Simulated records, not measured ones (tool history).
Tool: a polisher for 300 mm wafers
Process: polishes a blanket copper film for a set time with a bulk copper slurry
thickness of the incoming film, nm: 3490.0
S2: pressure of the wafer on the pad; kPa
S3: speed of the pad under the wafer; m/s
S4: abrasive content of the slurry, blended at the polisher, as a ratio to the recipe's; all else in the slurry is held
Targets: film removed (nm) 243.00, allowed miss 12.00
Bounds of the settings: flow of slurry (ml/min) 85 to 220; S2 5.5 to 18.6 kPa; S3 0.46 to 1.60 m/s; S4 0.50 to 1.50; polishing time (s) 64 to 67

run 1 hour=0.0 | flow_of_slurry_(ml/min)=140 S2=11.7 S3=1.02 S4=1.00 polishing_time_(s)=64 | film_removed_(nm)=310.20
run 2 hour=0.9 | flow_of_slurry_(ml/min)=140 S2=11.7 S3=1.02 S4=1.00 polishing_time_(s)=64 | film_removed_(nm)=308.13
run 3 hour=4.6 | flow_of_slurry_(ml/min)=140 S2=11.0 S3=1.02 S4=1.00 polishing_time_(s)=64 | film_removed_(nm)=294.40
run 4 hour=8.5 | flow_of_slurry_(ml/min)=140 S2=11.0 S3=1.02 S4=1.20 polishing_time_(s)=64 | film_removed_(nm)=300.13
run 5 hour=17.1 | flow_of_slurry_(ml/min)=140 S2=11.0 S3=1.26 S4=1.20 polishing_time_(s)=64 | film_removed_(nm)=367.38
run 6 hour=26.1 | flow_of_slurry_(ml/min)=140 S2=10.3 S3=1.26 S4=1.20 polishing_time_(s)=64 | film_removed_(nm)=351.56
run 7 hour=28.4 | flow_of_slurry_(ml/min)=135 S2=6.9 S3=1.22 S4=1.20 polishing_time_(s)=64 | film_removed_(nm)=228.30
run 8 hour=34.4 | flow_of_slurry_(ml/min)=140 S2=6.9 S3=1.22 S4=1.20 polishing_time_(s)=64 | film_removed_(nm)=229.87

Which of these 4 next moves meets every target?
run A hour=40.4 | flow_of_slurry_(ml/min)=160 S2=6.9 S3=1.20 S4=1.15 polishing_time_(s)=67 | film_removed_(nm)=?
run B hour=40.4 | flow_of_slurry_(ml/min)=145 S2=7.6 S3=1.04 S4=1.25 polishing_time_(s)=64 | film_removed_(nm)=?
run C hour=40.4 | flow_of_slurry_(ml/min)=140 S2=6.2 S3=1.20 S4=1.15 polishing_time_(s)=64 | film_removed_(nm)=?
run D hour=40.4 | flow_of_slurry_(ml/min)=125 S2=9.0 S3=0.86 S4=1.15 polishing_time_(s)=64 | film_removed_(nm)=?

move=A film_removed_(nm)=244.33
move=B film_removed_(nm)=223.92
move=C film_removed_(nm)=205.97
move=D film_removed_(nm)=209.96
A: meets every target
B: further off than the last run
C: further off than the last run
D: further off than the last run
Answer: A

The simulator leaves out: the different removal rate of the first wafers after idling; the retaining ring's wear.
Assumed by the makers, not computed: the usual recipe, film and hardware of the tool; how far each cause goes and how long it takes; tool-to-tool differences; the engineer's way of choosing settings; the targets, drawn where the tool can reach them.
